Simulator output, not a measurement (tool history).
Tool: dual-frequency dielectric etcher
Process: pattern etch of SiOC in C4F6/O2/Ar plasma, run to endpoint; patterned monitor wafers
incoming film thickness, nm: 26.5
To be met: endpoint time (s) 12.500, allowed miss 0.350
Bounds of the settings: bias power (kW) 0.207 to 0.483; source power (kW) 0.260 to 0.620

run	hour	bias power (kW)	source power (kW)	endpoint time (s)
1	0.0	0.345	0.440	10.202
2	8.7	0.332	0.430	10.504
3	11.4	0.291	0.430	11.023
4	19.3	0.283	0.420	11.132
5	23.1	0.283	0.480	10.882
6	27.8	0.274	0.470	11.001
7	30.5	0.266	0.460	11.163
8	39.0	0.266	0.460	11.198
9	43.1	0.259	0.450	11.561
10	47.9	0.254	0.450	11.718
11	56.3	0.209	0.420	13.021
12	57.5	0.211	0.420	13.061
13	64.3	0.247	0.440	11.825
14	67.7	0.244	0.440	12.110
15	71.9	0.242	0.440	11.856
16	80.1	0.242	0.440	11.830
17	85.1	0.238	0.440	11.942
18	89.6	0.235	0.440	11.889

Which of these 5 next moves meets every target?
A	94.1	0.253	0.470	?
B	94.1	0.226	0.430	?
C	94.1	0.207	0.380	?
D	94.1	0.207	0.400	?
E	94.1	0.267	0.480	?

move	endpoint time (s)
A	11.447
B	12.433
C	13.527
D	13.283
E	11.091
A: further off than the last run
B: meets every target
C: takes the result that was furthest off past its target
D: takes the result that was furthest off past its target
E: further off than the last run
Answer: B
